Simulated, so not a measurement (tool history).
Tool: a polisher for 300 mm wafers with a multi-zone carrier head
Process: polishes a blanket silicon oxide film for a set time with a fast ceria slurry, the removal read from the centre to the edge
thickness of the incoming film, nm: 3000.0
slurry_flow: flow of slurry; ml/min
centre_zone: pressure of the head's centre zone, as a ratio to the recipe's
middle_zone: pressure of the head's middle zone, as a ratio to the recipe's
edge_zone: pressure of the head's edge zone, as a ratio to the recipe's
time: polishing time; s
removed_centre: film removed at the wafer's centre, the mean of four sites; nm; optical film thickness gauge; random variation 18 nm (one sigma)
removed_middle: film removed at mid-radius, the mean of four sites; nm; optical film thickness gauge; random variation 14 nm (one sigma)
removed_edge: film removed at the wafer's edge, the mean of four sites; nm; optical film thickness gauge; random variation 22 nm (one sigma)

run  hour  slurry_flow  centre_zone  middle_zone  edge_zone  time  removed_centre  removed_middle  removed_edge
  1   0.0          230         1.00         1.00       1.00    49          1187.6          1258.6        1252.8
  2   8.8          270         1.00         1.00       1.00    49          1223.2          1263.6        1285.2
  3  12.9          270         1.00         1.00       1.08    49          1223.6          1263.7        1327.3
  4  17.7          270         1.00         1.00       1.08    56          1413.7          1449.2        1506.9
  5  21.7          270         1.00         1.00       1.08    48          1181.1          1244.4        1298.0
     26.9  -- centre zone pressure recalibrated
  6  26.9          275         1.01         1.01       1.09    49          1322.7          1247.0        1340.2

Forecast run 7:
  7  35.0          275         1.00         1.03       1.10    51               ?               ?             ?

{"run 7": {"removed_centre": 1364.0, "removed_middle": 1349.0, "removed_edge": 1409.5}}
